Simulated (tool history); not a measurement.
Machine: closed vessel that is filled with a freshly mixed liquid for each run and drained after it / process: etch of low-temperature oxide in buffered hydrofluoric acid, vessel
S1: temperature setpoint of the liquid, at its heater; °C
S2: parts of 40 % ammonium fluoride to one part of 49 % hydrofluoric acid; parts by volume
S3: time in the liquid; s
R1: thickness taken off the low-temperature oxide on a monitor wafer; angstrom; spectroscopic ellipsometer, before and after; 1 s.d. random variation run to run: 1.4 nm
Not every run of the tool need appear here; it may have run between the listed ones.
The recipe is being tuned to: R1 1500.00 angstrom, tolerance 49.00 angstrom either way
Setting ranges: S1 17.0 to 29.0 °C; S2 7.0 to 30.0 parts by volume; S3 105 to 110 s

run 1 day=0.000 | S1=21.0 S2=20.0 S3=105 | R1=856.05
run 2 day=0.262 | S1=19.5 S2=20.0 S3=105 | R1=788.16
run 3 day=0.621 | S1=19.5 S2=20.0 S3=105 | R1=784.43
run 4 day=0.800 | S1=17.0 S2=20.0 S3=105 | R1=680.59
run 5 day=0.862 | S1=17.0 S2=20.0 S3=105 | R1=682.85
run 6 day=0.942 | S1=17.0 S2=20.0 S3=105 | R1=671.53
run 7 day=1.142 | S1=18.0 S2=20.0 S3=105 | R1=731.53
run 8 day=1.379 | S1=19.0 S2=19.5 S3=105 | R1=783.85
run 9 day=1.675 | S1=20.0 S2=19.5 S3=105 | R1=834.93
-- day=2.004 thermometer replaced
run 10 day=2.004 | S1=21.0 S2=19.5 S3=105 | R1=989.35
run 11 day=2.067 | S1=21.5 S2=19.5 S3=105 | R1=1026.20
run 12 day=2.383 | S1=22.0 S2=19.5 S3=105 | R1=1041.00
run 13 day=2.571 | S1=22.5 S2=19.5 S3=105 | R1=1089.10
run 14 day=2.917 | S1=23.0 S2=19.5 S3=105 | R1=1104.60
run 15 day=3.221 | S1=23.5 S2=19.5 S3=105 | R1=1125.20
run 16 day=3.308 | S1=24.0 S2=19.5 S3=105 | R1=1163.00

Below are 4 possible settings for the next run. Only one of them brings all results inside the allowed miss of their targets. Which is it?
run A day=3.396 | S1=24.0 S2=14.5 S3=110 | R1=?
run B day=3.396 | S1=22.0 S2=14.5 S3=105 | R1=?
run C day=3.396 | S1=24.5 S2=16.5 S3=110 | R1=?
run D day=3.396 | S1=24.0 S2=14.0 S3=105 | R1=?

move=A R1=1647.60
move=B R1=1409.00
move=C R1=1491.20
move=D R1=1627.90
A: takes the biggest miss from the last run beyond its target
B: an improvement on the last run, though not all results are within tolerance
C: every result lands within tolerance
D: takes the biggest miss from the last run beyond its target
The right move is C.

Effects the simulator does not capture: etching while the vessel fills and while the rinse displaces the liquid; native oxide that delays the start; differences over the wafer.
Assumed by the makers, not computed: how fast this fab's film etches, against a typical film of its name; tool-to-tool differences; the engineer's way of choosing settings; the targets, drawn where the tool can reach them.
